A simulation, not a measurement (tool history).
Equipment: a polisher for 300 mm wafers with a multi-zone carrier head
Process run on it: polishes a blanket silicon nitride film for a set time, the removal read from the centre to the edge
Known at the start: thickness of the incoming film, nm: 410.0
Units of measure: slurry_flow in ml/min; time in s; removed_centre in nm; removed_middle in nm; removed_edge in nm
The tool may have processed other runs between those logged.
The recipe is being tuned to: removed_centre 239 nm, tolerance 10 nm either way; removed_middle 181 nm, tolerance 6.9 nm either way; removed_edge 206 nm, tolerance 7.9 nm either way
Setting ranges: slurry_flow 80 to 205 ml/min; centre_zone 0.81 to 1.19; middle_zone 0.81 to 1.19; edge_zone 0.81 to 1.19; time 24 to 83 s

run 1 day=0 | slurry_flow=135 centre_zone=1 middle_zone=1 edge_zone=1 time=53 | removed_centre=172.87 removed_middle=170.41 removed_edge=172.39
run 2 day=0.021 | slurry_flow=135 centre_zone=1.05 middle_zone=1 edge_zone=1 time=53 | removed_centre=181.77 removed_middle=167.81 removed_edge=175.5
run 3 day=0.15 | slurry_flow=135 centre_zone=1.05 middle_zone=1.05 edge_zone=1 time=53 | removed_centre=178.65 removed_middle=174.74 removed_edge=173.96
run 4 day=0.271 | slurry_flow=140 centre_zone=1.07 middle_zone=1.04 edge_zone=1.01 time=53 | removed_centre=184.32 removed_middle=177.74 removed_edge=176.59
run 5 day=0.371 | slurry_flow=140 centre_zone=1.07 middle_zone=1.04 edge_zone=1.09 time=53 | removed_centre=181.45 removed_middle=181.04 removed_edge=184.94
run 6 day=0.488 | slurry_flow=145 centre_zone=1.09 middle_zone=1.02 edge_zone=1.09 time=53 | removed_centre=182.58 removed_middle=172.69 removed_edge=184.37
run 7 day=0.821 | slurry_flow=150 centre_zone=1.1 middle_zone=1.01 edge_zone=1.08 time=54 | removed_centre=193.91 removed_middle=177.97 removed_edge=184.74
run 8 day=1.117 | slurry_flow=150 centre_zone=1.11 middle_zone=1 edge_zone=1.09 time=55 | removed_centre=197.85 removed_middle=180.33 removed_edge=191.67
run 9 day=1.454 | slurry_flow=150 centre_zone=1.11 middle_zone=1 edge_zone=1.09 time=55 | removed_centre=198.14 removed_middle=179.61 removed_edge=191.15
run 10 day=1.512 | slurry_flow=155 centre_zone=1.12 middle_zone=0.99 edge_zone=1.09 time=56 | removed_centre=208.22 removed_middle=182.44 removed_edge=199.46
run 11 day=1.846 | slurry_flow=155 centre_zone=1.12 middle_zone=0.99 edge_zone=1.09 time=56 | removed_centre=206.14 removed_middle=183 removed_edge=197.45
run 12 day=2.017 | slurry_flow=160 centre_zone=1.13 middle_zone=0.98 edge_zone=1.09 time=56 | removed_centre=210.38 removed_middle=182.55 removed_edge=196.69
run 13 day=2.304 | slurry_flow=160 centre_zone=1.14 middle_zone=0.97 edge_zone=1.09 time=56 | removed_centre=214.68 removed_middle=182.26 removed_edge=195.55

Which single option among these 4 for the next run brings every result within its allowed miss of target? Just one does.
run A day=2.592 | slurry_flow=165 centre_zone=1.1 middle_zone=1.06 edge_zone=1.1 time=58 | removed_centre=? removed_middle=? removed_edge=?
run B day=2.592 | slurry_flow=135 centre_zone=1.01 middle_zone=0.95 edge_zone=1.19 time=58 | removed_centre=? removed_middle=? removed_edge=?
run C day=2.592 | slurry_flow=155 centre_zone=1.14 middle_zone=0.85 edge_zone=0.95 time=63 | removed_centre=? removed_middle=? removed_edge=?
run D day=2.592 | slurry_flow=150 centre_zone=1.03 middle_zone=0.86 edge_zone=1.19 time=63 | removed_centre=? removed_middle=? removed_edge=?

move=A removed_centre=219.18 removed_middle=198.14 removed_edge=201.66
move=B removed_centre=194.03 removed_middle=174.19 removed_edge=204.85
move=C removed_centre=242.9 removed_middle=177 removed_edge=202.9
move=D removed_centre=219.41 removed_middle=177.7 removed_edge=225.99
A: no better and no worse than the last run
B: the biggest miss grows against the last run
C: each result inside its tolerance
D: no better and no worse than the last run
The right move is C.
